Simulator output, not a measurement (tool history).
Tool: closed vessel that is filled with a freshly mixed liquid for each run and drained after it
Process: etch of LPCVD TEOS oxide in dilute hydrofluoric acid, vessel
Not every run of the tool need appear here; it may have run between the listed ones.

run	hour	temperature setpoint of the liquid (°C)	parts of water to one part of 49 % hydrofluoric acid (parts by volume)	time in the liquid (s)	thickness taken off the LPCVD TEOS oxide on a monitor wafer (Å)
1	0.0	21.0	90	85	361.84
2	4.7	18.0	90	85	317.39
3	10.2	18.0	65	85	452.86
4	11.0	19.0	65	85	466.71
5	17.9	21.0	65	85	517.18
6	22.5	21.5	65	85	521.61
7	23.2	22.0	65	85	523.00
8	25.0	22.5	65	85	548.67

Expected results for the next run?
9	32.3	23.5	65	85	?

thickness taken off the LPCVD TEOS oxide on a monitor wafer (Å): 569.03

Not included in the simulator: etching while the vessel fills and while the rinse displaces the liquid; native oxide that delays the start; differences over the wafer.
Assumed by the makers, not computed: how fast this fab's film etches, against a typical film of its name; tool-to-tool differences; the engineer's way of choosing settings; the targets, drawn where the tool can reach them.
